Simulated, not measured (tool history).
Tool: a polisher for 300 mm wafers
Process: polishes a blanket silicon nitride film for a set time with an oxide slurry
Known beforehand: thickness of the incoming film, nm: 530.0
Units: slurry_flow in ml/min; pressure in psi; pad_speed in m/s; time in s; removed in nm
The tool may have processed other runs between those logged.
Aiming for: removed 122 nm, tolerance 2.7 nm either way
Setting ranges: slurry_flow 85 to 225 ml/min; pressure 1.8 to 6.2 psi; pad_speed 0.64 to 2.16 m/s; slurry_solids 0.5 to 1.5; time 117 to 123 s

{"run": 1, "hour": 0.0, "slurry_flow": 145, "pressure": 4, "pad_speed": 1.4, "slurry_solids": 1, "time": 117, "removed": 109.28}
{"run": 2, "hour": 7.4, "slurry_flow": 145, "pressure": 4, "pad_speed": 1.4, "slurry_solids": 0.85, "time": 117, "removed": 101.85}
{"run": 3, "hour": 8.4, "slurry_flow": 150, "pressure": 4.1, "pad_speed": 1.4, "slurry_solids": 0.85, "time": 117, "removed": 104.85}
{"run": 4, "hour": 14.1, "slurry_flow": 155, "pressure": 4.2, "pad_speed": 1.4, "slurry_solids": 0.85, "time": 117, "removed": 108.81}
{"run": 5, "hour": 22.6, "slurry_flow": 155, "pressure": 4.2, "pad_speed": 1.4, "slurry_solids": 0.65, "time": 117, "removed": 96.624}
{"run": 6, "hour": 25.3, "slurry_flow": 160, "pressure": 4.3, "pad_speed": 1.4, "slurry_solids": 0.65, "time": 117, "removed": 98.667}
{"run": 7, "hour": 31.9, "slurry_flow": 165, "pressure": 4.4, "pad_speed": 1.4, "slurry_solids": 0.65, "time": 117, "removed": 101.9}
{"run": 8, "hour": 35.1, "slurry_flow": 165, "pressure": 4.5, "pad_speed": 1.4, "slurry_solids": 0.65, "time": 117, "removed": 104.99}

5 next moves are on the table. One of them brings every result within its allowed miss. Which?
{"run": "A", "hour": 38.3, "slurry_flow": 170, "pressure": 4.1, "pad_speed": 1.26, "slurry_solids": 0.6, "time": 117, "removed": "?"}
{"run": "B", "hour": 38.3, "slurry_flow": 165, "pressure": 4.9, "pad_speed": 1.42, "slurry_solids": 0.7, "time": 120, "removed": "?"}
{"run": "C", "hour": 38.3, "slurry_flow": 180, "pressure": 4.2, "pad_speed": 1.64, "slurry_solids": 0.8, "time": 123, "removed": "?"}
{"run": "D", "hour": 38.3, "slurry_flow": 145, "pressure": 4.5, "pad_speed": 1.26, "slurry_solids": 0.7, "time": 117, "removed": "?"}
{"run": "E", "hour": 38.3, "slurry_flow": 140, "pressure": 4.8, "pad_speed": 0.82, "slurry_solids": 0.8, "time": 117, "removed": "?"}

move=A removed=86.078
move=B removed=121.58
move=C removed=127.45
move=D removed=98.269
move=E removed=83.465
A: the biggest miss grows against the last run
B: all results in spec
C: takes the biggest miss from the last run beyond its target
D: the biggest miss grows against the last run
E: the biggest miss grows against the last run
The right move is B.
